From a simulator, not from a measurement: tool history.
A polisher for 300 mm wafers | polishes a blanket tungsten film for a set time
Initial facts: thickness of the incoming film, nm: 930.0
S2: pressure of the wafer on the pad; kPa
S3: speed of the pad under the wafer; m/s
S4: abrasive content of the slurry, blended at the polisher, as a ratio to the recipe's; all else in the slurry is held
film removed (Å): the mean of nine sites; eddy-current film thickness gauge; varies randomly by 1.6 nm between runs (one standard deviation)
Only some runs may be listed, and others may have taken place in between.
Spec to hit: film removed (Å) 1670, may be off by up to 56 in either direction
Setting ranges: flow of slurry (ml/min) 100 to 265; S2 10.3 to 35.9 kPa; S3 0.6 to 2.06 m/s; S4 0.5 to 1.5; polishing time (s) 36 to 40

run 1 hour=0 | flow_of_slurry_(ml/min)=170 S2=22.8 S3=1.32 S4=1 polishing_time_(s)=40 | film_removed_(Å)=2056.6
run 2 hour=1.4 | flow_of_slurry_(ml/min)=165 S2=21.4 S3=1.32 S4=1 polishing_time_(s)=40 | film_removed_(Å)=1920.4
run 3 hour=4.7 | flow_of_slurry_(ml/min)=165 S2=23.4 S3=1.32 S4=1 polishing_time_(s)=40 | film_removed_(Å)=2045.1
run 4 hour=5.4 | flow_of_slurry_(ml/min)=165 S2=23.4 S3=1.32 S4=0.9 polishing_time_(s)=40 | film_removed_(Å)=2018.4
run 5 hour=13.2 | flow_of_slurry_(ml/min)=155 S2=22.1 S3=1.32 S4=0.9 polishing_time_(s)=40 | film_removed_(Å)=1884.8
run 6 hour=21 | flow_of_slurry_(ml/min)=150 S2=21.4 S3=1.32 S4=0.9 polishing_time_(s)=40 | film_removed_(Å)=1850.4
run 7 hour=28.7 | flow_of_slurry_(ml/min)=150 S2=18.6 S3=1.32 S4=0.9 polishing_time_(s)=40 | film_removed_(Å)=1578.4
run 8 hour=29.9 | flow_of_slurry_(ml/min)=155 S2=18.6 S3=1.32 S4=0.9 polishing_time_(s)=40 | film_removed_(Å)=1609.2
run 9 hour=38.9 | flow_of_slurry_(ml/min)=155 S2=18.6 S3=1.32 S4=0.9 polishing_time_(s)=40 | film_removed_(Å)=1610.1

Which single option among these 4 for the next run brings every result within its allowed miss of target? Just one does.
run A hour=47.9 | flow_of_slurry_(ml/min)=130 S2=19.3 S3=1.3 S4=1.05 polishing_time_(s)=40 | film_removed_(Å)=?
run B hour=47.9 | flow_of_slurry_(ml/min)=150 S2=17.9 S3=1.34 S4=1 polishing_time_(s)=38 | film_removed_(Å)=?
run C hour=47.9 | flow_of_slurry_(ml/min)=115 S2=20.7 S3=1.64 S4=0.7 polishing_time_(s)=38 | film_removed_(Å)=?
run D hour=47.9 | flow_of_slurry_(ml/min)=125 S2=20 S3=1.2 S4=0.95 polishing_time_(s)=40 | film_removed_(Å)=?

move=A film_removed_(Å)=1695
move=B film_removed_(Å)=1549.8
move=C film_removed_(Å)=1840.8
move=D film_removed_(Å)=1561
A: all results in spec
B: further off than the last run
C: carries the result that was furthest off beyond its target, to the other side
D: further off than the last run
A meets every target.
